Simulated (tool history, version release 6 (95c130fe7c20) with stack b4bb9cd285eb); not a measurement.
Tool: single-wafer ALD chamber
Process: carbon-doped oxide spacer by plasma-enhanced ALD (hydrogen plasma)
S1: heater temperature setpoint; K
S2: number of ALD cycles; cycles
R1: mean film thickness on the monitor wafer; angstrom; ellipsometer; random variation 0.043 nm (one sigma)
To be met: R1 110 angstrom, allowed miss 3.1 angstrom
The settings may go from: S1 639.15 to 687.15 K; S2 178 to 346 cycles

{"run": 1, "hour": 0.0, "S1": 663.15, "S2": 262, "R1": 143.35}
{"run": 2, "hour": 6.6, "S1": 663.15, "S2": 229, "R1": 125.06}
{"run": 3, "hour": 13.0, "S1": 663.15, "S2": 265, "R1": 145.89}
{"run": 4, "hour": 21.6, "S1": 654.15, "S2": 265, "R1": 144.48}
{"run": 5, "hour": 27.5, "S1": 654.15, "S2": 250, "R1": 135.78}
{"run": 6, "hour": 33.3, "S1": 654.15, "S2": 283, "R1": 154.89}
{"run": 7, "hour": 39.9, "S1": 654.15, "S2": 241, "R1": 131.41}
{"run": 8, "hour": 43.6, "S1": 654.15, "S2": 231, "R1": 126.57}
{"run": 9, "hour": 47.1, "S1": 654.15, "S2": 189, "R1": 103.36}
{"run": 10, "hour": 48.4, "S1": 654.15, "S2": 192, "R1": 105.01}
{"run": 11, "hour": 52.0, "S1": 654.15, "S2": 194, "R1": 106.2}

Which of these 5 next moves meets every target?
{"run": "A", "hour": 55.6, "S1": 661.15, "S2": 179, "R1": "?"}
{"run": "B", "hour": 55.6, "S1": 659.15, "S2": 184, "R1": "?"}
{"run": "C", "hour": 55.6, "S1": 655.15, "S2": 187, "R1": "?"}
{"run": "D", "hour": 55.6, "S1": 645.15, "S2": 188, "R1": "?"}
{"run": "E", "hour": 55.6, "S1": 640.15, "S2": 200, "R1": "?"}

move=A R1=98.532
move=B R1=101.28
move=C R1=102.94
move=D R1=103.49
move=E R1=110.09
A: further off than the last run
B: further off than the last run
C: further off than the last run
D: further off than the last run
E: meets every target
Move E is the one to make.
